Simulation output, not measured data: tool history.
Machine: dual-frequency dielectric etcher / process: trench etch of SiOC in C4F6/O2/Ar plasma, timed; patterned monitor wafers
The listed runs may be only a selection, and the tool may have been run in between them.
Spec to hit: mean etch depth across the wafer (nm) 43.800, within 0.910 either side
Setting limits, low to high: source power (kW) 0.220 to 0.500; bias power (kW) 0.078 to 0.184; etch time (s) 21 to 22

run	hour	source power (kW)	bias power (kW)	etch time (s)	mean etch depth across the wafer (nm)
1	0.0	0.360	0.131	21	39.340
2	0.6	0.380	0.133	21	39.621
3	2.3	0.340	0.133	21	38.457
4	7.3	0.360	0.136	21	39.089
5	9.4	0.380	0.139	21	40.426
6	13.8	0.380	0.139	21	40.387
7	20.0	0.390	0.141	21	40.843
8	26.5	0.400	0.143	21	41.311
9	28.4	0.410	0.144	21	41.753

Exactly one of the 5 candidate moves below puts every result within its allowed miss. Which one?
A	30.3	0.420	0.136	22	?
B	30.3	0.370	0.145	22	?
C	30.3	0.350	0.147	22	?
D	30.3	0.440	0.128	21	?
E	30.3	0.380	0.144	21	?

move	mean etch depth across the wafer (nm)
A	43.769
B	42.400
C	41.687
D	41.935
E	40.803
A: every result lands within tolerance
B: nearer than the last run, and not there yet
C: neither nearer nor further off than the last run
D: nearer than the last run, and not there yet
E: misses by more than the last run did
Go with A: it meets all targets.
